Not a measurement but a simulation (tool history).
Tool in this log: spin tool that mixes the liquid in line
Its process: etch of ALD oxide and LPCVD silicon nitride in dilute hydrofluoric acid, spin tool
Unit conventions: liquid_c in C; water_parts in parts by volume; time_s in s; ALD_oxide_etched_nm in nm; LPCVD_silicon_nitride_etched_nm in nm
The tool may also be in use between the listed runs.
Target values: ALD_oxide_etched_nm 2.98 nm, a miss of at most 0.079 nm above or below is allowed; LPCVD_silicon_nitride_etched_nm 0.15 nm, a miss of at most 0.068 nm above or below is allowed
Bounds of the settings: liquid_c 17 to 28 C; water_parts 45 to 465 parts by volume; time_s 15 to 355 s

run	hour	liquid_c	water_parts	time_s	ALD_oxide_etched_nm	LPCVD_silicon_nitride_etched_nm
1	0	20	255	180	6.16	0.29255
2	6.4	19.5	280	180	5.3643	0.24019
3	15.1	19	300	180	4.8218	0.26711
4	21.5	19	315	180	4.5368	0.2725
5	25.7	17	315	180	4.2148	0.12418
6	34.6	17	245	180	5.7975	0.22644
7	35.2	17.5	275	180	5.1441	0.18935
8	42.2	17.5	380	180	3.3944	0.15604
9	50.5	17.5	385	180	3.319	0.13457
10	58.7	17.5	390	180	3.2404	0.10597
# hour 65.6: hydrofluoric acid flow meter replaced
11	65.6	18	395	180	2.8593	0.13709

Which of these 5 next moves meets every target?
A	72.5	18.5	370	170	?	?
B	72.5	18.5	395	170	?	?
C	72.5	17	380	200	?	?
D	72.5	28	320	90	?	?
E	72.5	19.5	380	160	?	?

move	ALD_oxide_etched_nm	LPCVD_silicon_nitride_etched_nm
A	3.0067	0.16203
B	2.7599	0.15223
C	3.2362	0.16894
D	2.6675	0.17608
E	2.8317	0.15828
A: each result inside its tolerance
B: the biggest miss grows against the last run
C: carries the result that was furthest off beyond its target, to the other side
D: the biggest miss grows against the last run
E: the biggest miss grows against the last run
The move that meets every target is A.

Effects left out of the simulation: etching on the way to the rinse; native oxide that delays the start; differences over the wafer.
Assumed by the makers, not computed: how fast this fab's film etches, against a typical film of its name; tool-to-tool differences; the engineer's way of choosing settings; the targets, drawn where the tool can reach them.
